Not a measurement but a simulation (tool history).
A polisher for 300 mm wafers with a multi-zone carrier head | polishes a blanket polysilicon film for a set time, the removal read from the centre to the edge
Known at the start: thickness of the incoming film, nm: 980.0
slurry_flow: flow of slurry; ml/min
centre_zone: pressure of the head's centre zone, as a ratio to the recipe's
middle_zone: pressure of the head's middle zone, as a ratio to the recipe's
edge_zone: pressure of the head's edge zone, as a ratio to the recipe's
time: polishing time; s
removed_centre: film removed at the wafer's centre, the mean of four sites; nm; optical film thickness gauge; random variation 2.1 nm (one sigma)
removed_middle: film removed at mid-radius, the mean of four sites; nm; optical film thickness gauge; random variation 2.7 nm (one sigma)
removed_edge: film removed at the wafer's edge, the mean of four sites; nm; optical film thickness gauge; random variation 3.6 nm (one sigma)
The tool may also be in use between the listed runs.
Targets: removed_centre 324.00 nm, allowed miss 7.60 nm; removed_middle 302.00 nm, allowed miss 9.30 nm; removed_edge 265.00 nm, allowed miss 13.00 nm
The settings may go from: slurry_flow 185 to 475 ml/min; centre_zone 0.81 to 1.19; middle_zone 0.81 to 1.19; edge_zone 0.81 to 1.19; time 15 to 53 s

| run | hour | slurry_flow | centre_zone | middle_zone | edge_zone | time | removed_centre | removed_middle | removed_edge |
|---|---|---|---|---|---|---|---|---|---|
| 1 | 0.0 | 305 | 1.00 | 1.00 | 1.00 | 34 | 404.28 | 394.08 | 399.71 |
| 2 | 7.0 | 305 | 1.00 | 1.08 | 1.00 | 34 | 406.31 | 422.59 | 397.89 |
| 3 | 11.5 | 305 | 1.00 | 1.08 | 1.00 | 37 | 438.65 | 461.87 | 438.48 |
| 4 | 19.5 | 305 | 1.04 | 1.08 | 1.00 | 37 | 458.25 | 460.02 | 430.86 |
| 5 | 23.9 | 370 | 1.04 | 1.08 | 1.00 | 37 | 468.48 | 460.47 | 438.39 |
| 6 | 32.3 | 370 | 1.05 | 1.08 | 0.96 | 33 | 419.27 | 413.59 | 377.20 |
| 7 | 40.9 | 375 | 1.05 | 1.06 | 0.93 | 30 | 377.83 | 370.88 | 342.27 |
| 8 | 43.4 | 375 | 1.07 | 1.06 | 0.90 | 28 | 361.91 | 348.54 | 304.49 |
| 9 | 50.6 | 360 | 1.06 | 1.03 | 0.87 | 27 | 346.45 | 329.69 | 298.58 |
| 10 | 59.4 | 360 | 1.07 | 1.03 | 0.85 | 26 | 340.16 | 313.92 | 288.18 |

5 next moves are on the table. One of them brings every result within its allowed miss. Which?
| A | 68.2 | 365 | 1.10 | 1.19 | 0.85 | 25 | ? | ? | ? |
| B | 68.2 | 340 | 1.11 | 0.99 | 0.84 | 24 | ? | ? | ? |
| C | 68.2 | 400 | 1.07 | 1.04 | 0.81 | 25 | ? | ? | ? |
| D | 68.2 | 395 | 1.04 | 0.97 | 0.92 | 26 | ? | ? | ? |
| E | 68.2 | 345 | 1.11 | 1.02 | 0.87 | 24 | ? | ? | ? |

| move | removed_centre | removed_middle | removed_edge |
|---|---|---|---|
| A | 335.15 | 340.71 | 271.41 |
| B | 322.41 | 278.04 | 258.86 |
| C | 327.84 | 305.49 | 267.54 |
| D | 330.86 | 299.30 | 294.72 |
| E | 322.86 | 285.44 | 263.07 |
A: further off than the last run
B: brings the result that was furthest off to its target, and leaves another outside
C: meets every target
D: brings the result that was furthest off to its target, and leaves another outside
E: brings the result that was furthest off to its target, and leaves another outside
Move C is the one to make.

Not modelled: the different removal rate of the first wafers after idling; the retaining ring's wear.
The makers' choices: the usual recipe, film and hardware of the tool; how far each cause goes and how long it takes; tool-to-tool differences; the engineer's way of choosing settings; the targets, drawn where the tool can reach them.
